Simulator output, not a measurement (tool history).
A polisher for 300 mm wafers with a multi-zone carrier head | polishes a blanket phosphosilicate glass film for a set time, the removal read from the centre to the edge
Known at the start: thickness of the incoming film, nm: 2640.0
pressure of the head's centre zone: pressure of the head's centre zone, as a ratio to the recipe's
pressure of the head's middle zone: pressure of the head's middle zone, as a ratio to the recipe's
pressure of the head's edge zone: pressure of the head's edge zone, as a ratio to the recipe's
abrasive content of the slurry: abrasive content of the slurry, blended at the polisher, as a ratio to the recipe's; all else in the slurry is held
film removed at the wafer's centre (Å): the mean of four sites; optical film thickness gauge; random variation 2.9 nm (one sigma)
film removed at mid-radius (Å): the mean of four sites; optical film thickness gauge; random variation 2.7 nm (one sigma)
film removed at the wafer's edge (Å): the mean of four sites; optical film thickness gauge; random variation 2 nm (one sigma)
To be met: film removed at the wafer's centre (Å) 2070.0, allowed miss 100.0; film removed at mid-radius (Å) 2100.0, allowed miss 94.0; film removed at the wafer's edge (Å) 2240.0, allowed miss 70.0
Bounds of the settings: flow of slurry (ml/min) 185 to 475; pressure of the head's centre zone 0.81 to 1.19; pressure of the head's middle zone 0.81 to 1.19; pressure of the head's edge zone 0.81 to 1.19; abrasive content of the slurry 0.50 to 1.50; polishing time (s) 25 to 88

run  hour  flow of slurry (ml/min)  pressure of the head's centre zone  pressure of the head's middle zone  pressure of the head's edge zone  abrasive content of the slurry  polishing time (s)  film removed at the wafer's centre (Å)  film removed at mid-radius (Å)  film removed at the wafer's edge (Å)
  1   0.0                      305                                1.00                                1.00                              1.00                            1.00                  56                                  3586.4                          3496.0                                3627.7
  2   4.6                      355                                1.00                                1.00                              1.00                            1.00                  56                                  3650.6                          3613.1                                3654.6
  3  13.2                      350                                0.98                                0.98                              0.98                            0.90                  54                                  3304.3                          3293.8                                3371.4
  4  17.4                      295                                0.98                                0.98                              0.98                            0.90                  54                                  3296.2                          3190.1                                3347.5
  5  20.5                      295                                0.96                                0.97                              0.97                            0.80                  51                                  2899.4                          2945.9                                2975.4
  6  28.2                      295                                0.96                                0.92                              0.97                            0.80                  51                                  2972.4                          2726.2                                3017.5
  7  31.3                      295                                0.94                                0.91                              0.96                            0.75                  49                                  2715.5                          2604.9                                2793.8
  8  39.4                      295                                0.92                                0.90                              0.95                            0.70                  48                                  2500.2                          2441.2                                2671.5
  9  40.5                      295                                0.91                                0.89                              0.93                            0.65                  48                                  2430.4                          2325.2                                2575.6
 10  45.7                      295                                0.90                                0.89                              0.91                            0.60                  48                                  2359.7                          2317.9                                2455.6
 11  51.0                      295                                0.89                                0.88                              0.90                            0.60                  48                                  2336.1                          2283.3                                2443.9
     58.9  -- edge zone pressure recalibrated
 12  58.9                      295                                0.88                                0.87                              0.89                            0.60                  48                                  2300.1                          2276.3                                2388.1
 13  61.2                      295                                0.87                                0.86                              0.89                            0.60                  48                                  2294.6                          2288.6                                2403.3
 14  70.1                      280                                0.82                                0.81                              0.86                            0.50                  47                                  1972.7                          1900.0                                2143.3
 15  78.4                      280                                0.82                                0.81                              0.86                            0.50                  47                                  1987.7                          1913.7                                2153.0

4 next moves are on the table. One of them brings every result within its allowed miss. Which?
  A  86.7                      355                                1.03                                0.88                              0.81                            0.60                  43                                       ?                               ?                                     ?
  B  86.7                      225                                0.86                                0.90                              0.93                            0.70                  43                                       ?                               ?                                     ?
  C  86.7                      345                                0.99                                0.96                              0.81                            0.60                  44                                       ?                               ?                                     ?
  D  86.7                      300                                0.86                                0.90                              0.81                            0.50                  46                                       ?                               ?                                     ?

move  film removed at the wafer's centre (Å)  film removed at mid-radius (Å)  film removed at the wafer's edge (Å)
   A                                  2418.5                          2114.8                                2070.6
   B                                  2114.6                          2167.8                                2242.9
   C                                  2396.2                          2321.1                                2112.4
   D                                  2077.2                          2121.3                                2044.3
A: brings the result that was furthest off to its target, and leaves another outside
B: meets every target
C: takes the result that was furthest off past its target
D: brings the result that was furthest off to its target, and leaves another outside
The right move is B.
